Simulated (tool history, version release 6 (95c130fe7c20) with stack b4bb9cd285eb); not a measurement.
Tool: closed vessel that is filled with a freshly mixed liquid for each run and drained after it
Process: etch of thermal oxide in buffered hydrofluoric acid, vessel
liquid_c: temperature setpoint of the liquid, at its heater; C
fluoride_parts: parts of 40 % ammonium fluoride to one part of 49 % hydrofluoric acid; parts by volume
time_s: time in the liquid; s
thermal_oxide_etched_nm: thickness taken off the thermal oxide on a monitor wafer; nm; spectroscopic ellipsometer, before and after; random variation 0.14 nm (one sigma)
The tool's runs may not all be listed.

run	hour	liquid_c	fluoride_parts	time_s	thermal_oxide_etched_nm
1	0	20	22	85	36.556
2	2.3	20.5	22	85	37.287
3	9.7	20.5	26.5	85	32.939
4	12.3	20.5	21.5	85	38.074
5	16	20.5	27.5	85	31.936
6	19.4	22	27.5	85	35.079
7	26.3	23	27.5	85	36.99

The next listed run, before its measurement:
8	27	23.5	27.5	85	?

thermal_oxide_etched_nm: 37.983 nm
